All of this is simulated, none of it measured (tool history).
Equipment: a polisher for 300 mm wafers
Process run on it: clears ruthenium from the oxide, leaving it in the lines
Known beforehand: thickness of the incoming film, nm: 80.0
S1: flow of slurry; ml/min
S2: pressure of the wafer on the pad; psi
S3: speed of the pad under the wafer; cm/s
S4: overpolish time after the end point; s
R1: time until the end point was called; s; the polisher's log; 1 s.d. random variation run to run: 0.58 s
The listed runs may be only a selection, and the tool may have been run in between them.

Run 1, hour 0: S1 290 ml/min, S2 1.3 psi, S3 108 cm/s, S4 21 s. Result: R1 94.4 s.
Run 2, hour 1.4: S1 290 ml/min, S2 1 psi, S3 108 cm/s, S4 21 s. Result: R1 117.92 s.
Run 3, hour 6.3: S1 290 ml/min, S2 1 psi, S3 108 cm/s, S4 23 s. Result: R1 119.25 s.
Run 4, hour 14.6: S1 290 ml/min, S2 1 psi, S3 108 cm/s, S4 23 s. Result: R1 117.44 s.
Run 5, hour 20: S1 290 ml/min, S2 1.3 psi, S3 108 cm/s, S4 23 s. Result: R1 92.751 s.
Run 6, hour 21: S1 290 ml/min, S2 1.3 psi, S3 108 cm/s, S4 23 s. Result: R1 94.549 s.
Run 7, hour 29.3: S1 290 ml/min, S2 1.4 psi, S3 108 cm/s, S4 23 s. Result: R1 88.744 s.
Run 8, hour 31: S1 290 ml/min, S2 1.5 psi, S3 108 cm/s, S4 23 s. Result: R1 82.191 s.

What will run 9 give?
Run 9, hour 32.2: S1 290 ml/min, S2 1.6 psi, S3 108 cm/s, S4 23 s. Result: R1 ?.

R1: 78.196 s
